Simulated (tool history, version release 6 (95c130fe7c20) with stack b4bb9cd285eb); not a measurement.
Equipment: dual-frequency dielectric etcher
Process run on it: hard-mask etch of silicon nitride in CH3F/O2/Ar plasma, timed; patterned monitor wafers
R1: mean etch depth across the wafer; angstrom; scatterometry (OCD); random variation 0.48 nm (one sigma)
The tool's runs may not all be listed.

Run 1, day 0: source power (W) 430, bias power (W) 93, etch time (s) 198.5. Result: R1 1593.6 angstrom.
Run 2, day 0.054: source power (W) 430, bias power (W) 77, etch time (s) 198.5. Result: R1 1485.3 angstrom.
Run 3, day 0.225: source power (W) 430, bias power (W) 64, etch time (s) 198.5. Result: R1 1401.9 angstrom.
Run 4, day 0.312: source power (W) 430, bias power (W) 56, etch time (s) 198.5. Result: R1 1344.1 angstrom.
At day 0.533: bias power generator calibrated.
Run 5, day 0.533: source power (W) 430, bias power (W) 56, etch time (s) 207. Result: R1 1423.9 angstrom.
Run 6, day 0.662: source power (W) 430, bias power (W) 56, etch time (s) 207. Result: R1 1416.4 angstrom.

Expected results for the next run?
Run 7, day 1.017: source power (W) 410, bias power (W) 56, etch time (s) 206.5. Result: R1 ?.

R1: 1390.5 angstrom

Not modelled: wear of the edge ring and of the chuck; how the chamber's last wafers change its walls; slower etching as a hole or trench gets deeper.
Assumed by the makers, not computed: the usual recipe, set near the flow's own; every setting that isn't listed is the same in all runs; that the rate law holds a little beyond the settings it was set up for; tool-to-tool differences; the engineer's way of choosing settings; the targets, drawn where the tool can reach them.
